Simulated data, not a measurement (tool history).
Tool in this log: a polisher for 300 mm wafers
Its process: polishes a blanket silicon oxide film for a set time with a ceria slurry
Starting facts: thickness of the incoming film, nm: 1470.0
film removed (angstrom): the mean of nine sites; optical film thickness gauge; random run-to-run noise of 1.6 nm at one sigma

run,day,flow of slurry (ml/min),pressure of the wafer on the pad (psi),speed of the pad under the wafer (m/s),polishing time (s),film removed (angstrom)
1,0.000,120,3.7,0.86,51,2458.2
2,0.221,120,3.7,0.86,51,2424.3
3,0.425,115,3.5,0.86,51,2312.0
4,0.638,115,3.5,0.86,46,2112.0
5,0.704,110,3.4,0.86,46,2043.1
6,0.800,110,3.4,0.86,51,2251.0
7,1.062,110,3.2,0.86,51,2131.2

For run 8, what comes out?
8,1.238,105,3.1,0.86,51,?

Run 8 came out at film removed (angstrom) 2045.8.

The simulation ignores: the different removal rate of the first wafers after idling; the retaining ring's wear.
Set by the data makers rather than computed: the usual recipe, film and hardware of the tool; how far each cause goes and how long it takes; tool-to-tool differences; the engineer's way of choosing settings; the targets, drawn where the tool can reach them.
